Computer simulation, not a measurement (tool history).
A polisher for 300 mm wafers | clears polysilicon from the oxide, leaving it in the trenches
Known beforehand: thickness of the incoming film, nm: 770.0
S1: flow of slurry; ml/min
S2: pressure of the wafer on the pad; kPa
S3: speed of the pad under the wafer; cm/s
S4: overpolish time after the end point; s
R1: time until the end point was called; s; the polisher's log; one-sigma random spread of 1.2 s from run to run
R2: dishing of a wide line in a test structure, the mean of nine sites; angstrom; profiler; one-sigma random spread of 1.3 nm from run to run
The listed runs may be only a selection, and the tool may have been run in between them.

{"run": 1, "hour": 0.0, "S1": 165, "S2": 16.5, "S3": 88, "S4": 25, "R1": 62.036, "R2": 604.27}
{"run": 2, "hour": 1.6, "S1": 165, "S2": 16.5, "S3": 100, "S4": 25, "R1": 53.796, "R2": 602.77}
{"run": 3, "hour": 5.3, "S1": 160, "S2": 14.5, "S3": 98, "S4": 22, "R1": 61.732, "R2": 571.53}
{"run": 4, "hour": 9.6, "S1": 160, "S2": 15.9, "S3": 98, "S4": 22, "R1": 57.717, "R2": 576.31}
{"run": 5, "hour": 15.0, "S1": 160, "S2": 15.9, "S3": 98, "S4": 27, "R1": 57.729, "R2": 584.07}
{"run": 6, "hour": 16.7, "S1": 160, "S2": 15.9, "S3": 112, "S4": 27, "R1": 51.78, "R2": 588.27}
{"run": 7, "hour": 23.8, "S1": 160, "S2": 14.5, "S3": 108, "S4": 29, "R1": 57.456, "R2": 575.23}
{"run": 8, "hour": 24.7, "S1": 165, "S2": 13.1, "S3": 104, "S4": 31, "R1": 60.281, "R2": 560.19}
{"run": 9, "hour": 29.0, "S1": 160, "S2": 12.4, "S3": 94, "S4": 32, "R1": 71.637, "R2": 627.95}
{"run": 10, "hour": 35.1, "S1": 155, "S2": 11.7, "S3": 92, "S4": 27, "R1": 75.656, "R2": 587.2}
{"run": 11, "hour": 40.7, "S1": 150, "S2": 11, "S3": 90, "S4": 25, "R1": 80.774, "R2": 602.11}
{"run": 12, "hour": 48.4, "S1": 150, "S2": 10.3, "S3": 88, "S4": 22, "R1": 88.245, "R2": 563.44}
{"run": 13, "hour": 52.2, "S1": 145, "S2": 9.7, "S3": 88, "S4": 22, "R1": 89.955, "R2": 563.9}
{"run": 14, "hour": 52.8, "S1": 145, "S2": 9.7, "S3": 88, "S4": 22, "R1": 89.674, "R2": 573.97}

Estimate the outcome of run 15 from the log above:
{"run": 15, "hour": 57.9, "S1": 145, "S2": 9, "S3": 88, "S4": 21, "R1": "?", "R2": "?"}

Run 15 produced R1 95.111 s, R2 567.05 angstrom.
